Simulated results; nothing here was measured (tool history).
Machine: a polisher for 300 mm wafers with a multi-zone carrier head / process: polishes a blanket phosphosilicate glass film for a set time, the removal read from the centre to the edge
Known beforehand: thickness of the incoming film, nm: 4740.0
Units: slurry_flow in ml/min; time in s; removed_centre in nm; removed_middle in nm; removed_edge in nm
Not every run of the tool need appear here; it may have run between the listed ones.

run  hour  slurry_flow  centre_zone  middle_zone  edge_zone  slurry_solids  time  removed_centre  removed_middle  removed_edge
  1   0.0          320         1.00         1.00       1.00           1.00    47          412.40          432.80        412.02
  2   8.2          325         1.00         1.00       0.96           0.90    47          386.38          410.88        387.17
  3  11.2          325         1.02         1.01       0.93           0.80    47          371.11          392.09        356.52
  4  18.5          325         1.02         1.01       0.93           0.90    47          398.48          409.86        387.05
  5  24.6          370         1.02         1.01       0.93           0.90    47          397.05          414.49        384.42
  6  31.1          370         1.03         1.01       0.91           0.80    47          379.54          393.02        359.37
  7  33.7          370         1.04         1.01       0.90           0.75    47          368.80          370.81        334.38
  8  36.5          370         1.03         1.01       0.89           0.70    47          347.25          361.33        324.26
  9  40.1          370         1.03         1.01       0.88           0.70    47          354.12          360.20        325.76

What will run 10 give?
 10  46.2          370         1.03         1.01       0.87           0.70    47               ?               ?             ?

Logged for run 10: removed_centre 354.79 nm, removed_middle 359.17 nm, removed_edge 324.54 nm.

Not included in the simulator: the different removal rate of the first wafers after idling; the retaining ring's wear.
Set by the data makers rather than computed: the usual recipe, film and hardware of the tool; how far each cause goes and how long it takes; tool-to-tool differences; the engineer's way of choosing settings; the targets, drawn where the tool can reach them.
